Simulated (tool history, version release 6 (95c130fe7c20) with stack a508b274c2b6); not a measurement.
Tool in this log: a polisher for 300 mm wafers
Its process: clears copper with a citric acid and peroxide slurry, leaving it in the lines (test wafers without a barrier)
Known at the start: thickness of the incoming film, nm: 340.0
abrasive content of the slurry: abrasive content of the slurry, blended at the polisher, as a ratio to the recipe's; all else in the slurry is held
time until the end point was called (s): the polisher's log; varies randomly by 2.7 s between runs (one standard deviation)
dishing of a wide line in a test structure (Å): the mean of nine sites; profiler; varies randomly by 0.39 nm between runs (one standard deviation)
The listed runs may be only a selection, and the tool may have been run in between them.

| run | day | flow of slurry (ml/min) | pressure of the wafer on the pad (kPa) | speed of the pad under the wafer (m/s) | abrasive content of the slurry | overpolish time after the end point (s) | time until the end point was called (s) | dishing of a wide line in a test structure (Å) |
|---|---|---|---|---|---|---|---|---|
| 1 | 0.000 | 215 | 20.7 | 0.90 | 1.00 | 12 | 195.45 | 172.07 |
| 2 | 0.329 | 215 | 20.7 | 0.90 | 1.00 | 13 | 192.06 | 184.71 |
| 3 | 0.367 | 215 | 22.1 | 0.90 | 1.00 | 13 | 185.83 | 199.74 |
| 4 | 0.700 | 215 | 22.1 | 0.90 | 1.15 | 13 | 177.52 | 209.99 |
| 5 | 1.058 | 160 | 22.1 | 0.90 | 1.15 | 13 | 186.71 | 195.61 |
| 6 | 1.146 | 160 | 22.1 | 0.90 | 1.15 | 14 | 191.31 | 208.60 |

The next listed run, before its measurement:
| 7 | 1.279 | 160 | 22.1 | 0.90 | 1.15 | 14 | ? | ? |

{"run 7": {"time until the end point was called (s)": 189.64, "dishing of a wide line in a test structure (Å)": 209.12}}
